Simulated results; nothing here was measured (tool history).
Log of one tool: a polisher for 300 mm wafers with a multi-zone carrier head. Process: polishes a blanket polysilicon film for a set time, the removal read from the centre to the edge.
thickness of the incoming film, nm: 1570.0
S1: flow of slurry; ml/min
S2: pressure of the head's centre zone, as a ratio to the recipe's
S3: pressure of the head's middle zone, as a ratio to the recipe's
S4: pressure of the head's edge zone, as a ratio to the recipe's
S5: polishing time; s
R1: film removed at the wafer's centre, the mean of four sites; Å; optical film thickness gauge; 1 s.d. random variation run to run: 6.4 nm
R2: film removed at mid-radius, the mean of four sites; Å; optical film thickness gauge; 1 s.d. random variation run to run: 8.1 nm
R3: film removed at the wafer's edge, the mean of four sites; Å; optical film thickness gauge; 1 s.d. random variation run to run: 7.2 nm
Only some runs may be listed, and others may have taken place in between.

Run 1, day 0.000: S1 265 ml/min, S2 1.00, S3 1.00, S4 1.00, S5 85 s. Result: R1 4860.2 Å, R2 5094.0 Å, R3 5053.7 Å.
Run 2, day 0.296: S1 265 ml/min, S2 1.01, S3 1.00, S4 1.01, S5 87 s. Result: R1 5141.4 Å, R2 5151.7 Å, R3 5048.3 Å.
Run 3, day 0.321: S1 265 ml/min, S2 1.01, S3 0.99, S4 1.02, S5 90 s. Result: R1 5264.1 Å, R2 5345.1 Å, R3 5300.7 Å.
Run 4, day 0.371: S1 265 ml/min, S2 1.05, S3 0.99, S4 1.02, S5 90 s. Result: R1 5555.9 Å, R2 5276.6 Å, R3 5279.7 Å.
Run 5, day 0.708: S1 265 ml/min, S2 1.05, S3 0.99, S4 1.03, S5 92 s. Result: R1 5515.9 Å, R2 5359.0 Å, R3 5449.0 Å.
Run 6, day 1.029: S1 315 ml/min, S2 1.05, S3 0.99, S4 1.03, S5 92 s. Result: R1 5794.8 Å, R2 5524.2 Å, R3 5548.9 Å.
Run 7, day 1.125: S1 320 ml/min, S2 1.05, S3 0.99, S4 1.04, S5 93 s. Result: R1 5753.5 Å, R2 5643.4 Å, R3 5614.5 Å.
Run 8, day 1.354: S1 320 ml/min, S2 1.05, S3 0.99, S4 1.05, S5 95 s. Result: R1 5983.0 Å, R2 5656.2 Å, R3 5776.6 Å.
Run 9, day 1.717: S1 320 ml/min, S2 1.05, S3 0.99, S4 1.06, S5 96 s. Result: R1 6063.0 Å, R2 5879.4 Å, R3 5969.9 Å.

Expected results for the next run?
Run 10, day 1.929: S1 325 ml/min, S2 1.06, S3 0.99, S4 1.07, S5 96 s. Result: R1 ?, R2 ?, R3 ?.

Run 10 yielded R1 6022.5 Å, R2 5759.9 Å, R3 5860.4 Å.
